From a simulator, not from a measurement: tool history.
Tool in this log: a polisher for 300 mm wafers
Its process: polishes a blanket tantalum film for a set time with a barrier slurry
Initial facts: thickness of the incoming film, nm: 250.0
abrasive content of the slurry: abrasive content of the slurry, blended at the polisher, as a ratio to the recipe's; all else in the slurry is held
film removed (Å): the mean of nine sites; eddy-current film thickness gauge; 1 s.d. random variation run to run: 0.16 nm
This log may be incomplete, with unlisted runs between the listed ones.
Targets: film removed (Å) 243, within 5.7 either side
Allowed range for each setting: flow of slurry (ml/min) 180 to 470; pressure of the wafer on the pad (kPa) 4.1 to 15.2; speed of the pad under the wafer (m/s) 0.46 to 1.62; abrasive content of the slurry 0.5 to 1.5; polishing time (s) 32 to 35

run  hour  flow of slurry (ml/min)  pressure of the wafer on the pad (kPa)  speed of the pad under the wafer (m/s)  abrasive content of the slurry  polishing time (s)  film removed (Å)
  1     0                      300                                     9.7                                    1.04                               1                  35            369.85
  2   3.9                      300                                    11.7                                    1.04                               1                  35            446.98
  3  10.3                      295                                     9.7                                    1.04                               1                  35            368.04
  4  15.3                      295                                     9.7                                    1.04                            0.85                  35            339.56
  5  23.7                      290                                       9                                    1.04                            0.85                  35            319.29
  6    30                      285                                     8.3                                    1.04                            0.85                  35            290.99
  7  31.6                      270                                     7.6                                    1.04                            0.85                  35            266.08
  8  36.7                      250                                     7.6                                    1.04                            0.85                  35            267.25
  9  45.2                      245                                     7.6                                    1.04                            0.85                  35            267.04
 10  48.3                      240                                     7.6                                    1.04                            0.85                  35            266.49
 11  53.3                      235                                     7.6                                    1.04                            0.85                  35            265.44

5 candidate next runs follow, results not yet known. Just one meets every target within its allowed miss. Identify it.
  A  58.3                      180                                     6.9                                     1.4                            0.85                  35                 ?
  B  58.3                      185                                     8.3                                    0.92                               1                  34                 ?
  C  58.3                      185                                     7.6                                    1.06                            0.85                  33                 ?
  D  58.3                      285                                     8.3                                    1.12                             0.7                  32                 ?
  E  58.3                      225                                     6.9                                    1.08                             0.9                  32                 ?

move  film removed (Å)
   A            311.23
   B            260.55
   C            246.31
   D            253.96
   E            235.27
A: the biggest miss grows against the last run
B: nearer the targets than the last run, but a result is still out of spec
C: every result lands within tolerance
D: nearer the targets than the last run, but a result is still out of spec
E: moves the result that the last run missed by most past its target, out the other side
Go with C: it meets all targets.
